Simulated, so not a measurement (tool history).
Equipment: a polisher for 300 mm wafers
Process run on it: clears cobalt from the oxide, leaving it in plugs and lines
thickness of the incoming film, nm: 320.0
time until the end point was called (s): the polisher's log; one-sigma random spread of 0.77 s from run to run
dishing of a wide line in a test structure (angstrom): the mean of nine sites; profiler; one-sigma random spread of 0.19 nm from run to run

run  hour  flow of slurry (ml/min)  pressure of the wafer on the pad (psi)  speed of the pad under the wafer (m/s)  overpolish time after the end point (s)  time until the end point was called (s)  dishing of a wide line in a test structure (angstrom)
  1     0                      135                                     1.7                                    1.14                                        9                                   68.846                                                 269.21
  2   5.4                      135                                     1.6                                    1.14                                        8                                   71.709                                                 248.09
  3   8.5                      135                                     1.6                                       1                                        8                                   82.195                                                 228.13
  4  16.1                      140                                     1.6                                    0.98                                        7                                   81.751                                                 210.18
  5  19.4                      145                                     1.6                                    0.98                                        6                                   82.879                                                  188.7
  6  25.8                      145                                     1.6                                    0.74                                        6                                   107.02                                                 154.42
  7  30.9                      150                                     1.7                                    0.74                                        6                                   100.59                                                 161.52
     33.2  -- slurry nozzle cleaned
  8  33.2                      155                                     1.8                                    0.74                                        6                                   88.332                                                 174.97
  9  34.4                      160                                     1.8                                    0.74                                        6                                   87.103                                                 180.11
 10  41.2                      165                                     1.8                                    0.74                                        6                                   89.116                                                  179.9
 11  42.9                      165                                       2                                    0.74                                        3                                    80.37                                                 110.26

Forecast run 12:
 12  49.7                      170                                     1.9                                    0.76                                        3                                        ?                                                      ?

{"run 12": {"time until the end point was called (s)": 79.98, "dishing of a wide line in a test structure (angstrom)": 108.55}}

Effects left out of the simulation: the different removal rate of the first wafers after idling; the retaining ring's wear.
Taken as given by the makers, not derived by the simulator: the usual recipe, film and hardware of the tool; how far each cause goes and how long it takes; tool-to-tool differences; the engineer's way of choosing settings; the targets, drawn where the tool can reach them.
